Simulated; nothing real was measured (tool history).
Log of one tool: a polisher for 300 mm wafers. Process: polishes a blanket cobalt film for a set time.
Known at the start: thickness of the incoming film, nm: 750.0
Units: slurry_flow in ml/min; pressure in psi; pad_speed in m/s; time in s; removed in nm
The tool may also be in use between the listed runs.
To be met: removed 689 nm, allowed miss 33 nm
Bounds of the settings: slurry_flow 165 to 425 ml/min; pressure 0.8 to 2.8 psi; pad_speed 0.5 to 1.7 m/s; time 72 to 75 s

Run 1, hour 0: slurry_flow 275 ml/min, pressure 1.8 psi, pad_speed 1.1 m/s, time 72 s. Result: removed 391.49 nm.
Run 2, hour 4.4: slurry_flow 275 ml/min, pressure 1.5 psi, pad_speed 1.1 m/s, time 72 s. Result: removed 332.21 nm.
Run 3, hour 7.5: slurry_flow 275 ml/min, pressure 1.7 psi, pad_speed 1.1 m/s, time 72 s. Result: removed 379.04 nm.
Run 4, hour 10.3: slurry_flow 275 ml/min, pressure 2 psi, pad_speed 1.12 m/s, time 72 s. Result: removed 448.05 nm.
Run 5, hour 15.6: slurry_flow 275 ml/min, pressure 2.2 psi, pad_speed 1.14 m/s, time 72 s. Result: removed 499.46 nm.
Run 6, hour 17: slurry_flow 275 ml/min, pressure 2.2 psi, pad_speed 1.14 m/s, time 72 s. Result: removed 520.25 nm.
Run 7, hour 21.5: slurry_flow 275 ml/min, pressure 2.3 psi, pad_speed 1.14 m/s, time 72 s. Result: removed 524.64 nm.
Run 8, hour 27.7: slurry_flow 275 ml/min, pressure 2.4 psi, pad_speed 1.16 m/s, time 72 s. Result: removed 565.72 nm.
Run 9, hour 32.9: slurry_flow 275 ml/min, pressure 2.5 psi, pad_speed 1.16 m/s, time 72 s. Result: removed 577.81 nm.
Run 10, hour 41.4: slurry_flow 275 ml/min, pressure 2.6 psi, pad_speed 1.18 m/s, time 72 s. Result: removed 612.59 nm.
Run 11, hour 45: slurry_flow 275 ml/min, pressure 2.6 psi, pad_speed 1.2 m/s, time 72 s. Result: removed 622.46 nm.

Which of these 4 next moves meets every target?
Run A, hour 48.6: slurry_flow 235 ml/min, pressure 2.7 psi, pad_speed 1.12 m/s, time 72 s. Result: removed ?.
Run B, hour 48.6: slurry_flow 245 ml/min, pressure 2.5 psi, pad_speed 1.14 m/s, time 72 s. Result: removed ?.
Run C, hour 48.6: slurry_flow 260 ml/min, pressure 2.8 psi, pad_speed 1.26 m/s, time 72 s. Result: removed ?.
Run D, hour 48.6: slurry_flow 265 ml/min, pressure 2.4 psi, pad_speed 1.22 m/s, time 72 s. Result: removed ?.

move  removed
   A    603.1
   B   570.45
   C   705.05
   D   588.22
A: further off than the last run
B: further off than the last run
C: meets every target
D: further off than the last run
Move C is the one to make.
